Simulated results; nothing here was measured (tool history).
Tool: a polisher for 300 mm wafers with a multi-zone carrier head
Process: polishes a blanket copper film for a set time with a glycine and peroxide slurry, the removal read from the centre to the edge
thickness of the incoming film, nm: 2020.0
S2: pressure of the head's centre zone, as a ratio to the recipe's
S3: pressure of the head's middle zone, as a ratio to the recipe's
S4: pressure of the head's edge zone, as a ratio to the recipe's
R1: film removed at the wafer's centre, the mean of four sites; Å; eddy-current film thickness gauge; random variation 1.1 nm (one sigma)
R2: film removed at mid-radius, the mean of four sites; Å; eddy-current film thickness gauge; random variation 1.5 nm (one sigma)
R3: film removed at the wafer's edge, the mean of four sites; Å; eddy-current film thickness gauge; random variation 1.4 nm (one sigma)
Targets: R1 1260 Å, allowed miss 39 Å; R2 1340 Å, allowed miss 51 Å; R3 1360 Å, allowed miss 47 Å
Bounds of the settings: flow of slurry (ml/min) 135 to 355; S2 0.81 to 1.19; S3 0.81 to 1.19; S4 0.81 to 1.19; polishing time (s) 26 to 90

Run 1, hour 0: flow of slurry (ml/min) 225, S2 1, S3 1, S4 1, polishing time (s) 58. Result: R1 2574.7 Å, R2 2550.5 Å, R3 2598.7 Å.
Run 2, hour 4.1: flow of slurry (ml/min) 225, S2 1, S3 1, S4 0.96, polishing time (s) 58. Result: R1 2570 Å, R2 2557.3 Å, R3 2565.9 Å.
Run 3, hour 7.7: flow of slurry (ml/min) 215, S2 0.99, S3 0.99, S4 0.94, polishing time (s) 53. Result: R1 2340.4 Å, R2 2322.7 Å, R3 2350.1 Å.
Run 4, hour 8.7: flow of slurry (ml/min) 215, S2 0.99, S3 0.91, S4 0.94, polishing time (s) 53. Result: R1 2321.7 Å, R2 2128.4 Å, R3 2319.4 Å.
Run 5, hour 10.7: flow of slurry (ml/min) 205, S2 0.97, S3 0.91, S4 0.92, polishing time (s) 49. Result: R1 2113.8 Å, R2 1984.2 Å, R3 2123.1 Å.
Run 6, hour 18.6: flow of slurry (ml/min) 200, S2 0.95, S3 0.91, S4 0.91, polishing time (s) 46. Result: R1 1929.5 Å, R2 1832.4 Å, R3 1976 Å.
Run 7, hour 25.5: flow of slurry (ml/min) 200, S2 0.95, S3 0.91, S4 0.91, polishing time (s) 46. Result: R1 1919 Å, R2 1855.7 Å, R3 2014.5 Å.
Run 8, hour 33.6: flow of slurry (ml/min) 195, S2 0.95, S3 0.92, S4 0.9, polishing time (s) 43. Result: R1 1789.6 Å, R2 1739.3 Å, R3 1819.9 Å.
Run 9, hour 40.7: flow of slurry (ml/min) 190, S2 0.94, S3 0.92, S4 0.89, polishing time (s) 41. Result: R1 1710.3 Å, R2 1661.2 Å, R3 1730 Å.
Run 10, hour 44.6: flow of slurry (ml/min) 185, S2 0.93, S3 0.92, S4 0.88, polishing time (s) 40. Result: R1 1637.2 Å, R2 1641.9 Å, R3 1692.5 Å.
Run 11, hour 47.1: flow of slurry (ml/min) 180, S2 0.92, S3 0.92, S4 0.87, polishing time (s) 39. Result: R1 1577.7 Å, R2 1589.2 Å, R3 1629.6 Å.
Run 12, hour 54.2: flow of slurry (ml/min) 175, S2 0.91, S3 0.92, S4 0.86, polishing time (s) 38. Result: R1 1530.5 Å, R2 1553.3 Å, R3 1604.7 Å.
Run 13, hour 58.1: flow of slurry (ml/min) 175, S2 0.9, S3 0.92, S4 0.85, polishing time (s) 37. Result: R1 1471.4 Å, R2 1483.6 Å, R3 1527.5 Å.
Run 14, hour 64.7: flow of slurry (ml/min) 165, S2 0.82, S3 0.92, S4 0.81, polishing time (s) 33. Result: R1 1181.7 Å, R2 1302.3 Å, R3 1344.7 Å.
Run 15, hour 73.3: flow of slurry (ml/min) 170, S2 0.83, S3 0.92, S4 0.81, polishing time (s) 33. Result: R1 1216.5 Å, R2 1328.1 Å, R3 1348.3 Å.
Run 16, hour 80.1: flow of slurry (ml/min) 175, S2 0.83, S3 0.92, S4 0.81, polishing time (s) 33. Result: R1 1221.9 Å, R2 1334.1 Å, R3 1350.5 Å.
Run 17, hour 86.9: flow of slurry (ml/min) 180, S2 0.83, S3 0.92, S4 0.81, polishing time (s) 33. Result: R1 1217.6 Å, R2 1323.1 Å, R3 1348.1 Å.

4 next moves are on the table. One of them brings every result within its allowed miss. Which?
Run A, hour 93.7: flow of slurry (ml/min) 150, S2 0.87, S3 1.04, S4 0.87, polishing time (s) 31. Result: R1 ?, R2 ?, R3 ?.
Run B, hour 93.7: flow of slurry (ml/min) 190, S2 0.82, S3 0.92, S4 0.82, polishing time (s) 32. Result: R1 ?, R2 ?, R3 ?.
Run C, hour 93.7: flow of slurry (ml/min) 165, S2 0.84, S3 0.94, S4 0.81, polishing time (s) 32. Result: R1 ?, R2 ?, R3 ?.
Run D, hour 93.7: flow of slurry (ml/min) 235, S2 0.86, S3 0.93, S4 0.84, polishing time (s) 32. Result: R1 ?, R2 ?, R3 ?.

move      R1      R2      R3
   A  1182.9  1355.1  1299.2
   B  1181.9  1286.8  1332.1
   C  1192.6    1295  1314.5
   D  1257.6  1320.3  1361.1
A: further off than the last run
B: further off than the last run
C: further off than the last run
D: meets every target
Move D is the one to make.
